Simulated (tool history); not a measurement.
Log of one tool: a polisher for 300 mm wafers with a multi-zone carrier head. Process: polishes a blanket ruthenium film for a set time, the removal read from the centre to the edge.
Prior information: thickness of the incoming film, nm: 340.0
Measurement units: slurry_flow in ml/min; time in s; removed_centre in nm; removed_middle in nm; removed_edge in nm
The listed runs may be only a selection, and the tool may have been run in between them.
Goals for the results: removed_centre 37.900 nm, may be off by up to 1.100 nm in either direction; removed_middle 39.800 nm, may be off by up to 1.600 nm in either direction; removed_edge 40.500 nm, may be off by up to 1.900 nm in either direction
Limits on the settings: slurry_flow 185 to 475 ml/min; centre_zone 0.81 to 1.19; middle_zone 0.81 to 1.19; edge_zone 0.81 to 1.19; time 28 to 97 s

run,hour,slurry_flow,centre_zone,middle_zone,edge_zone,time,removed_centre,removed_middle,removed_edge
1,0.0,305,1.00,1.00,1.00,62,56.652,57.450,58.214
2,3.3,350,1.00,1.00,1.00,62,57.312,58.363,59.776
3,9.1,350,1.03,1.00,1.00,62,59.766,58.413,56.779
4,17.8,350,1.03,1.00,0.93,62,59.410,58.635,56.122
5,18.7,350,1.03,1.00,0.96,62,59.593,60.240,57.741
6,20.4,350,1.06,1.00,0.96,62,61.821,58.553,58.439
7,24.8,350,1.03,0.97,0.95,58,56.240,53.763,54.269
8,31.1,350,1.01,0.97,0.94,54,50.883,49.145,49.509
9,33.6,350,0.99,0.96,0.92,52,47.613,47.124,47.793
10,41.0,350,0.98,0.95,0.90,50,45.501,44.357,44.334
11,49.5,345,0.96,0.94,0.89,50,44.286,45.636,44.831
12,56.7,345,0.95,0.92,0.88,49,43.114,42.834,44.114
13,59.0,340,0.94,0.92,0.87,48,41.985,42.158,42.430
14,65.5,335,0.93,0.91,0.86,48,41.350,42.567,41.997
15,66.7,335,0.92,0.90,0.86,48,40.834,40.995,42.139
16,73.6,330,0.91,0.90,0.85,48,40.134,41.546,42.413

Consider the 5 candidate settings below. Which is the only one whose results all fall within their allowed miss of target?
A,80.5,310,0.97,1.00,0.81,48,?,?,?
B,80.5,405,1.03,0.92,0.81,44,?,?,?
C,80.5,370,1.01,0.97,0.81,44,?,?,?
D,80.5,270,0.89,0.91,0.85,47,?,?,?
E,80.5,310,0.98,0.88,0.82,47,?,?,?

move,removed_centre,removed_middle,removed_edge
A,42.758,44.780,40.246
B,42.720,39.188,37.617
C,41.567,40.670,37.381
D,37.710,39.905,39.681
E,42.267,39.403,39.646
A: moves away from the targets compared with the last run
B: moves away from the targets compared with the last run
C: moves away from the targets compared with the last run
D: meets every target
E: moves away from the targets compared with the last run
D meets every target.
